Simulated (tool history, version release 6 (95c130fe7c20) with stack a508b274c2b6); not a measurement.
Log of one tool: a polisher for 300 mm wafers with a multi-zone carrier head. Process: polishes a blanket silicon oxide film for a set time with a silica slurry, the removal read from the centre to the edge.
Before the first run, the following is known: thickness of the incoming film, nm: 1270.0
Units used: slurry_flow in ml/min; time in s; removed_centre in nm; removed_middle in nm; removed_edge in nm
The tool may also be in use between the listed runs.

run  hour  slurry_flow  centre_zone  middle_zone  edge_zone  slurry_solids  time  removed_centre  removed_middle  removed_edge
  1   0.0          265         1.00         1.00       1.00           1.00    33         113.470         113.670       113.940
  2   8.7          265         1.00         1.00       1.00           1.00    29         100.310         100.780        97.593
  3  17.0          265         1.00         1.00       1.05           1.00    29         100.060          98.691       101.110
  4  18.3          265         0.96         1.00       1.05           1.00    29          96.397         101.310       100.270
  5  18.8          270         0.98         1.02       1.06           1.05    29         100.650         102.070       103.950
  6  22.3          275         0.99         1.03       1.05           1.10    29         104.510         107.300       106.840
  7  25.5          280         1.01         1.04       1.05           1.10    29         105.800         108.700       105.270
  8  30.7          280         1.01         1.04       1.05           1.10    29         106.090         109.120       107.240
  9  38.9          280         1.01         1.04       1.05           1.10    29         107.060         107.200       107.010
 10  39.8          285         1.02         1.05       1.05           1.10    29         108.860         107.530       106.100
 11  44.9          290         1.03         1.06       1.05           1.15    29         111.200         111.950       107.930
 12  47.6          290         1.04         1.07       1.06           1.15    29         111.650         113.030       105.840

Run 13, settings as shown, results not yet in. Your forecast:
 13  49.5          295         1.04         1.07       1.06           1.20    29               ?               ?             ?

removed_centre: 115.220 nm
removed_middle: 116.620 nm
removed_edge: 109.670 nm
